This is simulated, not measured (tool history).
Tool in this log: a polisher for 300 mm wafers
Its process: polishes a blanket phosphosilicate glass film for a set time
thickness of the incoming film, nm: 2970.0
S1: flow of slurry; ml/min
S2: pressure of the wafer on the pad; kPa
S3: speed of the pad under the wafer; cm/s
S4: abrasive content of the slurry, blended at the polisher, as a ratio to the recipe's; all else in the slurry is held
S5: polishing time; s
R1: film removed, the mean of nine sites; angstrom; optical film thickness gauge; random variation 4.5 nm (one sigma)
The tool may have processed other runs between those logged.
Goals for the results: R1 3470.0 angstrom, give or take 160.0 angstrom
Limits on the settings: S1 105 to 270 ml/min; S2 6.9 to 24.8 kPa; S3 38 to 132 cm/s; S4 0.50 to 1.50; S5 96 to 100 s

run	hour	S1	S2	S3	S4	S5	R1
1	0.0	175	15.9	84	1.00	96	5465.6
2	2.6	175	14.5	84	1.00	96	4915.1
3	7.7	175	14.5	64	1.00	96	4144.2
4	11.6	140	14.5	64	1.00	96	3924.5
5	20.0	110	14.5	64	1.00	96	3780.0
6	21.6	110	14.5	64	1.10	96	4033.1
7	23.5	110	13.8	64	1.10	96	3775.3
8	29.8	110	13.1	64	1.10	96	3638.5

Exercise: of the 5 proposed moves below, exactly one satisfies all targets within the stated allowed misses. Which move is it?
A	36.1	105	13.8	64	1.10	98	?
B	36.1	135	14.5	46	1.15	100	?
C	36.1	120	17.2	54	0.85	100	?
D	36.1	105	13.8	68	1.05	96	?
E	36.1	135	15.9	48	1.30	96	?

move	R1
A	3794.2
B	3405.3
C	3699.3
D	3805.1
E	3820.7
A: misses by more than the last run did
B: meets every target
C: misses by more than the last run did
D: misses by more than the last run did
E: misses by more than the last run did
Go with B: it meets all targets.
